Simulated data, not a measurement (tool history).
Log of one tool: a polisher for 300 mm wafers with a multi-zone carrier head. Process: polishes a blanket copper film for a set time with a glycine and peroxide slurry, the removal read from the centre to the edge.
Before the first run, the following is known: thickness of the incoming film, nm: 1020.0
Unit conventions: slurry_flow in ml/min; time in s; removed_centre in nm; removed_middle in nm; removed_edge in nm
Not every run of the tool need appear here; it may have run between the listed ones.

| run | hour | slurry_flow | centre_zone | middle_zone | edge_zone | time | removed_centre | removed_middle | removed_edge |
|---|---|---|---|---|---|---|---|---|---|
| 1 | 0.0 | 265 | 1.00 | 1.00 | 1.00 | 37 | 154.23 | 152.20 | 145.80 |
| 2 | 2.8 | 230 | 1.00 | 1.00 | 1.00 | 37 | 151.91 | 151.04 | 146.28 |
| 3 | 10.5 | 230 | 0.98 | 0.99 | 0.99 | 36 | 140.03 | 145.34 | 139.67 |
| 4 | 12.8 | 230 | 0.98 | 0.92 | 0.99 | 36 | 142.99 | 138.25 | 142.49 |
| 5 | 19.0 | 230 | 0.98 | 0.86 | 0.99 | 36 | 143.53 | 128.14 | 143.64 |
| 6 | 27.6 | 270 | 0.98 | 0.86 | 0.99 | 36 | 143.87 | 128.91 | 145.62 |
| 7 | 35.4 | 265 | 0.96 | 0.87 | 0.97 | 35 | 137.43 | 127.35 | 142.03 |
| 8 | 41.0 | 260 | 0.95 | 0.88 | 0.96 | 34 | 130.55 | 125.33 | 134.49 |
| 9 | 46.7 | 260 | 0.94 | 0.88 | 0.95 | 33 | 128.82 | 121.28 | 128.41 |
| 10 | 48.0 | 255 | 0.92 | 0.88 | 0.95 | 33 | 127.72 | 122.02 | 128.69 |

Forecast run 11:
| 11 | 55.0 | 255 | 0.90 | 0.89 | 0.97 | 32 | ? | ? | ? |

{"run 11": {"removed_centre": 119.88, "removed_middle": 118.03, "removed_edge": 129.27}}
